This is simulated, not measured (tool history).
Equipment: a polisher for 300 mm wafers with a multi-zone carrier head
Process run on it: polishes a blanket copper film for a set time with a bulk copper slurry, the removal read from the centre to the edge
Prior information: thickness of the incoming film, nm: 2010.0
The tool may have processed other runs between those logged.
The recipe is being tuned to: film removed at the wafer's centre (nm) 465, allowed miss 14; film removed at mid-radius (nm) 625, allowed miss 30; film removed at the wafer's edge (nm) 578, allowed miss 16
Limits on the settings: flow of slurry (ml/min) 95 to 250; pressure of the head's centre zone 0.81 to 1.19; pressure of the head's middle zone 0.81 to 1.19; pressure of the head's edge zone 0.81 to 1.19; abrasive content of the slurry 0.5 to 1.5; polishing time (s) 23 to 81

run  hour  flow of slurry (ml/min)  pressure of the head's centre zone  pressure of the head's middle zone  pressure of the head's edge zone  abrasive content of the slurry  polishing time (s)  film removed at the wafer's centre (nm)  film removed at mid-radius (nm)  film removed at the wafer's edge (nm)
  1     0                      160                                   1                                   1                                 1                               1                  52                                   805.62                           833.04                                 808.28
  2   7.3                      145                                0.94                                1.02                              0.99                            0.85                  49                                   675.87                           761.13                                 731.86
  3  10.6                      135                                 0.9                                1.03                              0.97                            0.75                  47                                    595.8                           679.18                                 672.93
  4  19.3                      125                                0.87                                1.07                              0.95                            0.65                  46                                   527.59                           642.44                                 610.04
  5  19.8                      115                                0.85                                1.09                              0.95                            0.65                  46                                   506.47                           655.07                                 608.93
  6  22.6                      110                                0.84                                1.09                              0.94                            0.65                  46                                   483.22                           648.48                                 599.72
  7  26.1                      105                                0.84                                1.09                              0.93                            0.65                  46                                   486.45                           632.41                                 593.08
  8  29.8                      100                                0.81                                 1.1                              0.91                             0.6                  46                                   447.79                           618.39                                 568.67

Consider the 5 candidate settings below. Which is the only one whose results all fall within their allowed miss of target?
  A  33.5                      125                                0.82                                 1.1                              0.96                             0.5                  46                                        ?                                ?                                      ?
  B  33.5                      110                                0.96                                   1                              0.98                             0.7                  41                                        ?                                ?                                      ?
  C  33.5                       95                                0.82                                1.09                              0.98                             0.7                  47                                        ?                                ?                                      ?
  D  33.5                       95                                0.81                                1.07                              0.92                            0.55                  46                                        ?                                ?                                      ?
  E  33.5                       95                                0.87                                0.94                              1.02                             0.5                  50                                        ?                                ?                                      ?

move  film removed at the wafer's centre (nm)  film removed at mid-radius (nm)  film removed at the wafer's edge (nm)
   A                                   464.55                           640.09                                 580.52
   B                                   501.73                           546.72                                 550.27
   C                                   463.49                           642.23                                 609.39
   D                                   424.31                           586.09                                  548.5
   E                                   484.77                            558.7                                 614.01
A: every result within its allowed miss
B: pushes the last run's worst result past its target
C: the furthest-off result lands on target, but another misses its tolerance
D: misses by more than the last run did
E: pushes the last run's worst result past its target
Move A is the one to make.
